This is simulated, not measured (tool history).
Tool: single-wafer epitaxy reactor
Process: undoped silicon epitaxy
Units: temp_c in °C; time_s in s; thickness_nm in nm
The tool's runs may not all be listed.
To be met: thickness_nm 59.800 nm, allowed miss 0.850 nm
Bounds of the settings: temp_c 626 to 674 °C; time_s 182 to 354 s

run 1 day=0.000 | temp_c=650 time_s=268 | thickness_nm=41.878
run 2 day=0.242 | temp_c=656 time_s=268 | thickness_nm=47.035
run 3 day=0.412 | temp_c=658 time_s=268 | thickness_nm=48.781
run 4 day=0.558 | temp_c=660 time_s=268 | thickness_nm=50.925
run 5 day=0.692 | temp_c=661 time_s=268 | thickness_nm=51.838
run 6 day=0.992 | temp_c=662 time_s=268 | thickness_nm=53.301
run 7 day=1.025 | temp_c=663 time_s=268 | thickness_nm=54.008
run 8 day=1.358 | temp_c=664 time_s=268 | thickness_nm=54.643
run 9 day=1.558 | temp_c=664 time_s=268 | thickness_nm=54.695
run 10 day=1.700 | temp_c=665 time_s=268 | thickness_nm=55.878
run 11 day=1.950 | temp_c=666 time_s=268 | thickness_nm=56.468
run 12 day=2.296 | temp_c=667 time_s=268 | thickness_nm=57.934

5 next moves are on the table. One of them brings every result within its allowed miss. Which?
run A day=2.642 | temp_c=660 time_s=302 | thickness_nm=?
run B day=2.642 | temp_c=669 time_s=268 | thickness_nm=?
run C day=2.642 | temp_c=666 time_s=271 | thickness_nm=?
run D day=2.642 | temp_c=668 time_s=262 | thickness_nm=?
run E day=2.642 | temp_c=662 time_s=290 | thickness_nm=?

move=A thickness_nm=57.137
move=B thickness_nm=60.064
move=C thickness_nm=57.420
move=D thickness_nm=57.633
move=E thickness_nm=56.986
A: further off than the last run
B: meets every target
C: further off than the last run
D: further off than the last run
E: further off than the last run
Answer: B
